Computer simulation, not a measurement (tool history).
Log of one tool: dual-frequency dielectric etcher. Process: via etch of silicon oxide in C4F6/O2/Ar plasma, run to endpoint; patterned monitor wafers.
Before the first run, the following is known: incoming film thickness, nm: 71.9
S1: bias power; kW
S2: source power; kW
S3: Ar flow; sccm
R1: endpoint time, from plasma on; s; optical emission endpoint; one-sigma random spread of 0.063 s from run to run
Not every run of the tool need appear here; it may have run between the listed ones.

run 1 hour=0.0 | S1=0.339 S2=0.440 S3=352 | R1=18.668
run 2 hour=7.6 | S1=0.339 S2=0.480 S3=352 | R1=17.856
run 3 hour=8.2 | S1=0.348 S2=0.480 S3=352 | R1=17.906
run 4 hour=12.6 | S1=0.359 S2=0.480 S3=352 | R1=17.798
run 5 hour=16.6 | S1=0.359 S2=0.480 S3=384 | R1=18.009
run 6 hour=21.1 | S1=0.359 S2=0.540 S3=384 | R1=17.129
run 7 hour=24.2 | S1=0.364 S2=0.540 S3=384 | R1=16.937
run 8 hour=30.6 | S1=0.367 S2=0.540 S3=384 | R1=16.916

The next listed run, before its measurement:
run 9 hour=33.0 | S1=0.370 S2=0.540 S3=384 | R1=?

Run 9 measured R1 16.906 s.
